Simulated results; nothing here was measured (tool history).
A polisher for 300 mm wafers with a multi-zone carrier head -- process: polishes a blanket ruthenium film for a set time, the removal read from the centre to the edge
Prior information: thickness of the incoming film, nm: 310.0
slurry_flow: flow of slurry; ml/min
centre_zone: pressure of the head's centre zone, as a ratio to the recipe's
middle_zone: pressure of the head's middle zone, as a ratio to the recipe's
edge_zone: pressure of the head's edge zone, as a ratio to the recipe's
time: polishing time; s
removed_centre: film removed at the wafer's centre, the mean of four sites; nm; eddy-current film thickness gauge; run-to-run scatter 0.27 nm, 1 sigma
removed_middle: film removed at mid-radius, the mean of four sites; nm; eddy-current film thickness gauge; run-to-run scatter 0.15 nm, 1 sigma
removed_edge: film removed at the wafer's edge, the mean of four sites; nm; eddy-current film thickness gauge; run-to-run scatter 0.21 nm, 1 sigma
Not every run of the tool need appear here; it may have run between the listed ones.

Run 1, day 0.000: slurry_flow 200 ml/min, centre_zone 1.00, middle_zone 1.00, edge_zone 1.00, time 32 s. Result: removed_centre 28.463 nm, removed_middle 27.753 nm, removed_edge 27.858 nm.
Run 2, day 0.267: slurry_flow 195 ml/min, centre_zone 0.99, middle_zone 1.00, edge_zone 0.97, time 31 s. Result: removed_centre 27.286 nm, removed_middle 26.921 nm, removed_edge 26.762 nm.
Run 3, day 0.379: slurry_flow 195 ml/min, centre_zone 0.99, middle_zone 1.00, edge_zone 1.05, time 31 s. Result: removed_centre 26.728 nm, removed_middle 27.016 nm, removed_edge 27.604 nm.
Run 4, day 0.642: slurry_flow 195 ml/min, centre_zone 0.99, middle_zone 0.96, edge_zone 1.05, time 31 s. Result: removed_centre 26.952 nm, removed_middle 25.794 nm, removed_edge 27.737 nm.
Run 5, day 0.912: slurry_flow 195 ml/min, centre_zone 0.99, middle_zone 0.96, edge_zone 0.99, time 31 s. Result: removed_centre 26.982 nm, removed_middle 26.318 nm, removed_edge 26.622 nm.
Run 6, day 1.042: slurry_flow 190 ml/min, centre_zone 0.98, middle_zone 0.94, edge_zone 0.96, time 31 s. Result: removed_centre 25.804 nm, removed_middle 25.280 nm, removed_edge 26.650 nm.
Run 7, day 1.204: slurry_flow 190 ml/min, centre_zone 0.99, middle_zone 0.95, edge_zone 0.94, time 30 s. Result: removed_centre 25.278 nm, removed_middle 24.670 nm, removed_edge 24.932 nm.
Run 8, day 1.375: slurry_flow 140 ml/min, centre_zone 0.98, middle_zone 0.95, edge_zone 0.84, time 29 s. Result: removed_centre 23.142 nm, removed_middle 22.525 nm, removed_edge 22.327 nm.

Run 9 has not been measured yet. What should we expect?
Run 9, day 1.400: slurry_flow 145 ml/min, centre_zone 0.98, middle_zone 0.96, edge_zone 0.84, time 29 s. Result: removed_centre ?, removed_middle ?, removed_edge ?.

Run 9 came out at removed_centre 22.865 nm, removed_middle 22.963 nm, removed_edge 22.884 nm.
